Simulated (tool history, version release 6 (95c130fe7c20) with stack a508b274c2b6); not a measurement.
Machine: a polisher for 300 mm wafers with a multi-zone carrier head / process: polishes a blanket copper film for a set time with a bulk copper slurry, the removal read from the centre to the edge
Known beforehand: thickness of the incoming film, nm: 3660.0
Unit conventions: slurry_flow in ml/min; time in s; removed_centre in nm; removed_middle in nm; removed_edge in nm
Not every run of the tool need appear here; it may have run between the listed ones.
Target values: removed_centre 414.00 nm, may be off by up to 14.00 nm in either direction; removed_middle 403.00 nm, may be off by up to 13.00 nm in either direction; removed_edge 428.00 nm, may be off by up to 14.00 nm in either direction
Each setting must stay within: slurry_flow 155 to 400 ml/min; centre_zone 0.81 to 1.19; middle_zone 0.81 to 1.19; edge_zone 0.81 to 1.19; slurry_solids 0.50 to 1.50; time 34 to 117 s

run 1 hour=0.0 | slurry_flow=255 centre_zone=1.00 middle_zone=1.00 edge_zone=1.00 slurry_solids=1.00 time=75 | removed_centre=586.37 removed_middle=602.03 removed_edge=601.38
run 2 hour=2.0 | slurry_flow=215 centre_zone=1.00 middle_zone=1.00 edge_zone=1.00 slurry_solids=1.00 time=75 | removed_centre=582.04 removed_middle=596.28 removed_edge=582.47
run 3 hour=10.0 | slurry_flow=215 centre_zone=0.96 middle_zone=1.00 edge_zone=1.00 slurry_solids=1.00 time=75 | removed_centre=550.09 removed_middle=600.89 removed_edge=584.29
run 4 hour=11.0 | slurry_flow=250 centre_zone=0.96 middle_zone=1.00 edge_zone=1.00 slurry_solids=1.00 time=75 | removed_centre=567.71 removed_middle=605.19 removed_edge=591.53
run 5 hour=17.0 | slurry_flow=305 centre_zone=0.96 middle_zone=1.00 edge_zone=1.00 slurry_solids=1.00 time=75 | removed_centre=573.38 removed_middle=612.48 removed_edge=596.37
run 6 hour=21.3 | slurry_flow=305 centre_zone=1.00 middle_zone=1.00 edge_zone=1.00 slurry_solids=1.00 time=75 | removed_centre=613.33 removed_middle=626.24 removed_edge=609.96
run 7 hour=26.0 | slurry_flow=295 centre_zone=0.98 middle_zone=0.96 edge_zone=0.97 slurry_solids=0.90 time=73 | removed_centre=552.50 removed_middle=574.26 removed_edge=573.46
run 8 hour=32.9 | slurry_flow=295 centre_zone=0.98 middle_zone=0.96 edge_zone=0.97 slurry_solids=0.90 time=73 | removed_centre=554.40 removed_middle=580.44 removed_edge=568.05
run 9 hour=34.3 | slurry_flow=285 centre_zone=0.99 middle_zone=0.93 edge_zone=0.97 slurry_solids=0.80 time=69 | removed_centre=517.15 removed_middle=508.77 removed_edge=527.28
run 10 hour=36.5 | slurry_flow=275 centre_zone=0.98 middle_zone=0.91 edge_zone=0.94 slurry_solids=0.75 time=67 | removed_centre=494.87 removed_middle=480.82 removed_edge=490.80
run 11 hour=43.5 | slurry_flow=225 centre_zone=0.88 middle_zone=0.81 edge_zone=0.91 slurry_solids=0.50 time=65 | removed_centre=386.30 removed_middle=392.17 removed_edge=435.22

Which of these 5 next moves meets every target?
run A hour=50.5 | slurry_flow=190 centre_zone=0.81 middle_zone=0.81 edge_zone=0.90 slurry_solids=0.50 time=66 | removed_centre=? removed_middle=? removed_edge=?
run B hour=50.5 | slurry_flow=205 centre_zone=0.82 middle_zone=0.82 edge_zone=1.00 slurry_solids=0.50 time=65 | removed_centre=? removed_middle=? removed_edge=?
run C hour=50.5 | slurry_flow=180 centre_zone=0.81 middle_zone=0.91 edge_zone=0.95 slurry_solids=0.50 time=66 | removed_centre=? removed_middle=? removed_edge=?
run D hour=50.5 | slurry_flow=250 centre_zone=0.81 middle_zone=0.82 edge_zone=0.94 slurry_solids=0.65 time=60 | removed_centre=? removed_middle=? removed_edge=?
run E hour=50.5 | slurry_flow=230 centre_zone=0.92 middle_zone=0.81 edge_zone=0.87 slurry_solids=0.50 time=67 | removed_centre=? removed_middle=? removed_edge=?

move=A removed_centre=347.15 removed_middle=385.03 removed_edge=416.13
move=B removed_centre=351.23 removed_middle=387.05 removed_edge=433.54
move=C removed_centre=343.47 removed_middle=410.63 removed_edge=422.52
move=D removed_centre=348.39 removed_middle=387.52 removed_edge=419.05
move=E removed_centre=414.58 removed_middle=402.76 removed_edge=425.88
A: lands further from the targets than the last run did
B: lands further from the targets than the last run did
C: lands further from the targets than the last run did
D: lands further from the targets than the last run did
E: each result inside its tolerance
The move that meets every target is E.

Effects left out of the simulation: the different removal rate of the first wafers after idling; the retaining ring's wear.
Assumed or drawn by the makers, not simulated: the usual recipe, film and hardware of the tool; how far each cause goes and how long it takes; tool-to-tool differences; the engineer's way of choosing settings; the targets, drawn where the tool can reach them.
